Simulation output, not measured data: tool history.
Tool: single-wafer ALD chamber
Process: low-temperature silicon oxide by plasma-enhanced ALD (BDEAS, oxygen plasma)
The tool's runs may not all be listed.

run  hour  heater temperature setpoint (K)  number of ALD cycles (cycles)  mean film thickness on the monitor wafer (angstrom)
  1     0                           363.15                             31                                               47.837
  2   4.1                           368.15                             29                                               43.612
  3  10.2                           371.15                             28                                               41.649
  4  18.3                           371.15                             32                                               47.779
  5  23.5                           373.15                             30                                               44.253
  6  24.5                           375.15                             29                                               42.836
  7  28.7                           376.15                             28                                               41.184

Forecast run 8:
  8  29.4                           377.15                             27                                                    ?

mean film thickness on the monitor wafer (angstrom): 39.398
